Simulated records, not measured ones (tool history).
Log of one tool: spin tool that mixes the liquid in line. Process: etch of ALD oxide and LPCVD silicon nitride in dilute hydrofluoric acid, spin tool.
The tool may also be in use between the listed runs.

| run | hour | temperature setpoint of the liquid (K) | parts of water to one part of 49 % hydrofluoric acid (parts by volume) | time under the liquid (s) | thickness taken off the ALD oxide on a monitor wafer (nm) | thickness taken off the LPCVD silicon nitride on a monitor wafer (nm) |
|---|---|---|---|---|---|---|
| 1 | 0.0 | 295.15 | 130 | 155 | 26.191 | 0.55977 |
| 2 | 1.1 | 298.15 | 130 | 155 | 28.891 | 0.68997 |
| 3 | 2.5 | 297.15 | 110 | 155 | 33.867 | 0.74750 |
| 4 | 9.0 | 296.65 | 100 | 155 | 36.472 | 0.83341 |
| 5 | 13.6 | 293.65 | 100 | 155 | 32.751 | 0.63284 |
| 6 | 19.3 | 293.65 | 75 | 155 | 44.471 | 0.85744 |

Forecast run 7:
| 7 | 22.3 | 293.15 | 75 | 155 | ? | ? |

Run 7 came out at thickness taken off the ALD oxide on a monitor wafer (nm) 44.098, thickness taken off the LPCVD silicon nitride on a monitor wafer (nm) 0.80116.
